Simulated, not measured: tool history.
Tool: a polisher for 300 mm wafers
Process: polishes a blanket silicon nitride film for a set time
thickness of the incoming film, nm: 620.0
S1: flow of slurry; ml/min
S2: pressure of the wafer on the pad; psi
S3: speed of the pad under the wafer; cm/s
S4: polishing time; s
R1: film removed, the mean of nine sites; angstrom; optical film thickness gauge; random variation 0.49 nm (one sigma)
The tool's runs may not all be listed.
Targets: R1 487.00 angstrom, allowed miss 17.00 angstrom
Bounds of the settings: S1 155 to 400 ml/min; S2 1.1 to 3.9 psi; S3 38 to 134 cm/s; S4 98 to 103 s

run 1 hour=0.0 | S1=255 S2=2.5 S3=86 S4=98 | R1=876.56
run 2 hour=9.0 | S1=255 S2=2.5 S3=86 S4=103 | R1=925.46
run 3 hour=16.2 | S1=315 S2=2.5 S3=86 S4=103 | R1=940.53
run 4 hour=21.2 | S1=380 S2=2.5 S3=86 S4=103 | R1=956.32
run 5 hour=27.5 | S1=380 S2=2.2 S3=84 S4=103 | R1=833.16
run 6 hour=33.2 | S1=380 S2=2.2 S3=102 S4=103 | R1=962.91
run 7 hour=41.1 | S1=380 S2=2.0 S3=96 S4=103 | R1=840.45
run 8 hour=43.0 | S1=375 S2=1.3 S3=74 S4=102 | R1=449.68

5 next moves are on the table. One of them brings every result within its allowed miss. Which?
run A hour=44.9 | S1=400 S2=1.9 S3=42 S4=103 | R1=?
run B hour=44.9 | S1=300 S2=1.3 S3=94 S4=101 | R1=?
run C hour=44.9 | S1=370 S2=1.1 S3=70 S4=103 | R1=?
run D hour=44.9 | S1=320 S2=1.4 S3=68 S4=98 | R1=?
run E hour=44.9 | S1=400 S2=1.3 S3=78 S4=103 | R1=?

move=A R1=435.05
move=B R1=537.90
move=C R1=380.05
move=D R1=438.40
move=E R1=486.13
A: further off than the last run
B: takes the result that was furthest off past its target
C: further off than the last run
D: further off than the last run
E: meets every target
Move E is the one to make.

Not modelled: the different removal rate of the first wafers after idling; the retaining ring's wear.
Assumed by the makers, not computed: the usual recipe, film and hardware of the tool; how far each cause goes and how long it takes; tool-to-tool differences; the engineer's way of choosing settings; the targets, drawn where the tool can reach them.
